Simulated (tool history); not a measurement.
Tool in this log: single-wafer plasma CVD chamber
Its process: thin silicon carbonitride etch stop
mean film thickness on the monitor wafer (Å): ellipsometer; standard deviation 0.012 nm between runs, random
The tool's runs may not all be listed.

run  hour  RF power (kW)  deposition time (s)  mean film thickness on the monitor wafer (Å)
  1   0.0          0.185                 11.9                                        65.643
  2   4.6          0.185                 13.4                                        73.831
  3   6.4          0.165                 13.4                                        70.593
  4  11.2          0.185                 13.4                                        74.134
  5  13.8          0.175                 12.8                                        68.976
  6  14.9          0.200                 12.8                                        73.217
  7  18.1          0.190                 12.3                                        68.889
  8  26.6          0.180                 11.8                                        64.546
  9  32.8          0.175                 11.4                                        61.563
 10  37.9          0.170                 11.1                                        59.572
 11  41.8          0.165                 10.8                                        56.865

Run 12 is up next; what results do you expect?
 12  43.1          0.160                 10.6                                             ?

mean film thickness on the monitor wafer (Å): 54.925

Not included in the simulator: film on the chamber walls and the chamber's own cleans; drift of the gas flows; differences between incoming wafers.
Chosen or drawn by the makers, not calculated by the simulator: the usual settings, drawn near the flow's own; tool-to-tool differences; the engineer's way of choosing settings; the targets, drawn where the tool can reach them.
